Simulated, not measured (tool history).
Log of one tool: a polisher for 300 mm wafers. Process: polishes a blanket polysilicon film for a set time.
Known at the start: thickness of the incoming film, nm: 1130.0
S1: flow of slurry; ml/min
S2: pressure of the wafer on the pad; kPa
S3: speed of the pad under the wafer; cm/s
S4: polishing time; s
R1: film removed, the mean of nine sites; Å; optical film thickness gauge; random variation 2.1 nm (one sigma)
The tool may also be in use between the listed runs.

run,day,S1,S2,S3,S4,R1
1,0.000,175,13.1,110,43,2751.8
2,0.246,175,12.4,110,43,2635.2
3,0.462,175,11.7,110,43,2514.2
4,0.629,175,11.0,110,43,2365.3
5,0.754,175,13.8,110,43,2947.6
6,1.062,175,11.0,110,43,2354.2
7,1.367,175,10.3,110,43,2213.9
8,1.688,175,9.7,110,43,2073.4

Run 9 comes next. What will it give?
9,2.033,170,9.0,110,43,?

R1: 1913.0 Å
